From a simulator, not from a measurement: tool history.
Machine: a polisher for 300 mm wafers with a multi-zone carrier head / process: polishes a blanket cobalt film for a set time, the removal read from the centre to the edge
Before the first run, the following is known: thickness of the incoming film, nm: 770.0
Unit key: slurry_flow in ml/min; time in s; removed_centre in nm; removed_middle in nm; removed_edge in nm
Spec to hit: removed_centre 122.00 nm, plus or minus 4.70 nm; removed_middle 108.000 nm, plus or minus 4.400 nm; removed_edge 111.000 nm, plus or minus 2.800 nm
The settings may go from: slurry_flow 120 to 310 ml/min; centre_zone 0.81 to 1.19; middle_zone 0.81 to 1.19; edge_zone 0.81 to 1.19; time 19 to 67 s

run,day,slurry_flow,centre_zone,middle_zone,edge_zone,time,removed_centre,removed_middle,removed_edge
1,0.000,200,1.00,1.00,1.00,43,216.05,218.480,220.590
2,0.196,220,1.00,1.00,1.00,43,219.80,219.120,225.120
3,0.429,250,1.00,1.00,1.00,43,228.12,225.080,227.540
4,0.496,235,1.01,0.98,0.97,40,208.01,205.970,207.150
5,0.800,225,1.03,0.96,0.95,37,196.74,185.920,187.950
6,0.996,225,1.03,1.01,0.95,37,198.33,192.400,188.580
7,1.304,215,1.03,0.99,0.94,34,181.78,173.650,172.040
8,1.433,210,1.03,0.97,0.93,32,168.54,157.060,160.550
9,1.654,195,1.04,0.94,0.83,20,105.14,94.852,93.552
10,1.821,205,1.04,0.94,0.84,20,105.26,95.353,94.943
11,1.954,210,1.05,0.95,0.86,20,108.26,96.298,95.187
12,2.233,210,1.05,0.96,0.88,20,106.12,101.590,97.476
13,2.417,210,1.06,0.95,0.90,20,108.66,99.546,99.368

Exercise: of the 4 proposed moves below, exactly one satisfies all targets within the stated allowed misses. Which move is it?
A,2.600,235,1.11,0.98,1.01,21,?,?,?
B,2.600,165,1.00,0.85,0.91,25,?,?,?
C,2.600,215,1.03,0.89,0.93,23,?,?,?
D,2.600,120,1.01,1.03,0.96,25,?,?,?

move,removed_centre,removed_middle,removed_edge
A,121.83,105.870,110.580
B,122.91,106.220,120.690
C,122.08,105.800,115.580
D,115.16,116.540,117.660
A: each result inside its tolerance
B: moves the result that the last run missed by most past its target, out the other side
C: moves the result that the last run missed by most past its target, out the other side
D: moves the result that the last run missed by most past its target, out the other side
So the answer is move A, the one that meets all the targets.
